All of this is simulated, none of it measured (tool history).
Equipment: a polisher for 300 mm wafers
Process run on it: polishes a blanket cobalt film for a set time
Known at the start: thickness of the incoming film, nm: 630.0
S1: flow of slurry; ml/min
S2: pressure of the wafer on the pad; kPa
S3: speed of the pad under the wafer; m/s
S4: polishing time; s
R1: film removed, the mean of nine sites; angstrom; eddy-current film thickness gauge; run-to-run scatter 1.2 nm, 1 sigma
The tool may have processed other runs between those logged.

run,day,S1,S2,S3,S4,R1
1,0.000,300,12.4,0.82,42,1544.1
2,0.229,300,12.4,0.82,42,1529.9
3,0.308,300,12.4,0.96,42,1706.2
4,0.604,305,12.4,0.96,42,1717.8
5,0.633,305,10.3,0.96,42,1456.9
6,0.758,305,11.0,0.96,42,1561.0
7,0.946,310,11.7,0.96,42,1608.6
8,1.275,310,11.7,0.96,42,1626.8
9,1.404,310,12.4,0.96,42,1708.4

Run 10 is up next; what results do you expect?
10,1.683,310,13.1,0.96,42,?

Run 10 gave R1 1810.7 angstrom.
